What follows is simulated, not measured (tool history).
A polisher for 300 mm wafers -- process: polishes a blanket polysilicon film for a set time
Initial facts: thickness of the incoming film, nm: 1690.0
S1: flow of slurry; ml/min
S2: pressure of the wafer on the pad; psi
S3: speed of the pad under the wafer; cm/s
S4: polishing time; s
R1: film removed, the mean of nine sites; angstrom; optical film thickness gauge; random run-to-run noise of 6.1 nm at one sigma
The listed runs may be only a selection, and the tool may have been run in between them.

| run | day | S1 | S2 | S3 | S4 | R1 |
|---|---|---|---|---|---|---|
| 1 | 0 | 180 | 2.7 | 86 | 59 | 4215.4 |
| 2 | 0.171 | 180 | 3.1 | 86 | 59 | 4884.4 |
| 3 | 0.408 | 180 | 3.1 | 104 | 59 | 5821.5 |
| 4 | 0.525 | 145 | 3.1 | 104 | 59 | 5556.7 |
| 5 | 0.892 | 145 | 3.1 | 86 | 59 | 4715.5 |
| 6 | 1.208 | 155 | 3.3 | 86 | 59 | 5076.1 |
| 7 | 1.35 | 170 | 3.5 | 86 | 59 | 5325.4 |
| 8 | 1.571 | 175 | 3.6 | 88 | 59 | 5637.9 |
| 9 | 1.879 | 180 | 3.7 | 90 | 59 | 6004.4 |
| 10 | 2.008 | 180 | 3.7 | 90 | 59 | 6013.6 |

For run 11, what comes out?
| 11 | 2.379 | 210 | 4.1 | 90 | 59 | ? |

{"run 11": {"R1": 6711.3}}
